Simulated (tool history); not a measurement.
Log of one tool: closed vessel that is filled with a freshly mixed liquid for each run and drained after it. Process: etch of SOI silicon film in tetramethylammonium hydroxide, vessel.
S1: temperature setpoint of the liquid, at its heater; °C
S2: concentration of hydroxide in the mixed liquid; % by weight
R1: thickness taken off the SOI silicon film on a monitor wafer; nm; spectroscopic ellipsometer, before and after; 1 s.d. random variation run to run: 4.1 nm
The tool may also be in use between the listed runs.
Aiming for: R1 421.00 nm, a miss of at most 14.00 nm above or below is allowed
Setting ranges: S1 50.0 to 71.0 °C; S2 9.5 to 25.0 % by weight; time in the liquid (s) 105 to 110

Run 1, day 0.000: S1 58.0 °C, S2 18.5 % by weight, time in the liquid (s) 105. Result: R1 291.01 nm.
Run 2, day 0.329: S1 59.0 °C, S2 18.5 % by weight, time in the liquid (s) 105. Result: R1 311.38 nm.
Run 3, day 0.521: S1 59.0 °C, S2 18.5 % by weight, time in the liquid (s) 105. Result: R1 308.51 nm.
Run 4, day 0.638: S1 60.0 °C, S2 18.5 % by weight, time in the liquid (s) 105. Result: R1 325.07 nm.
Run 5, day 0.758: S1 60.5 °C, S2 18.5 % by weight, time in the liquid (s) 105. Result: R1 345.87 nm.
Run 6, day 0.804: S1 61.0 °C, S2 18.5 % by weight, time in the liquid (s) 105. Result: R1 351.80 nm.
Run 7, day 1.071: S1 61.5 °C, S2 18.5 % by weight, time in the liquid (s) 105. Result: R1 362.84 nm.
Run 8, day 1.392: S1 62.0 °C, S2 18.5 % by weight, time in the liquid (s) 105. Result: R1 376.05 nm.

Which single option among these 5 for the next run brings every result within its allowed miss of target? Just one does.
Run A, day 1.712: S1 65.0 °C, S2 22.5 % by weight, time in the liquid (s) 110. Result: R1 ?.
Run B, day 1.712: S1 61.0 °C, S2 17.0 % by weight, time in the liquid (s) 105. Result: R1 ?.
Run C, day 1.712: S1 61.5 °C, S2 22.0 % by weight, time in the liquid (s) 105. Result: R1 ?.
Run D, day 1.712: S1 57.5 °C, S2 14.5 % by weight, time in the liquid (s) 105. Result: R1 ?.
Run E, day 1.712: S1 63.0 °C, S2 23.5 % by weight, time in the liquid (s) 110. Result: R1 ?.

move      R1
   A  424.35
   B  365.06
   C  335.12
   D  311.58
   E  357.29
A: every result within its allowed miss
B: further off than the last run
C: further off than the last run
D: further off than the last run
E: further off than the last run
Correct choice: A, which meets every target

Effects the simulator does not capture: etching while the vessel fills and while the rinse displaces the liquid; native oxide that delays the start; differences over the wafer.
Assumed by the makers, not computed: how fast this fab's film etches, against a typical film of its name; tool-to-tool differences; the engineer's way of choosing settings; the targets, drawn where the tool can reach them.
